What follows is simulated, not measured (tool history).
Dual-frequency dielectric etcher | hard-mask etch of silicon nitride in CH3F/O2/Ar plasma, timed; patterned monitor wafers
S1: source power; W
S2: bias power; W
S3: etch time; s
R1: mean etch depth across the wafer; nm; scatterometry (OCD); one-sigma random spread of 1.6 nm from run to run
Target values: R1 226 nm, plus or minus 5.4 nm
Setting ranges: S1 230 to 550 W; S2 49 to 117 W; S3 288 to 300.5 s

run 1 hour=0 | S1=390 S2=83 S3=288 | R1=194
run 2 hour=8.6 | S1=410 S2=84 S3=288 | R1=197.51
run 3 hour=12.5 | S1=430 S2=86 S3=288.5 | R1=199.4
run 4 hour=15 | S1=440 S2=89 S3=290 | R1=207.28
run 5 hour=22.7 | S1=440 S2=89 S3=288 | R1=205.52
run 6 hour=29.4 | S1=440 S2=89 S3=300.5 | R1=213.71
run 7 hour=38.3 | S1=450 S2=90 S3=300.5 | R1=214.5
run 8 hour=44.6 | S1=460 S2=91 S3=300.5 | R1=215.03
run 9 hour=53.1 | S1=470 S2=93 S3=300.5 | R1=219.08
run 10 hour=58.1 | S1=470 S2=94 S3=300.5 | R1=219.28

Next run, 4 choices. One meets every target within its allowed miss, the rest don't. Which?
run A hour=63.1 | S1=490 S2=87 S3=294 | R1=?
run B hour=63.1 | S1=540 S2=95 S3=292.5 | R1=?
run C hour=63.1 | S1=460 S2=90 S3=295.5 | R1=?
run D hour=63.1 | S1=460 S2=91 S3=295 | R1=?

move=A R1=216.48
move=B R1=228.2
move=C R1=213.71
move=D R1=213.86
A: its largest miss is bigger than the last run's
B: meets every target
C: its largest miss is bigger than the last run's
D: its largest miss is bigger than the last run's
B is the move that brings every result within its allowed miss.
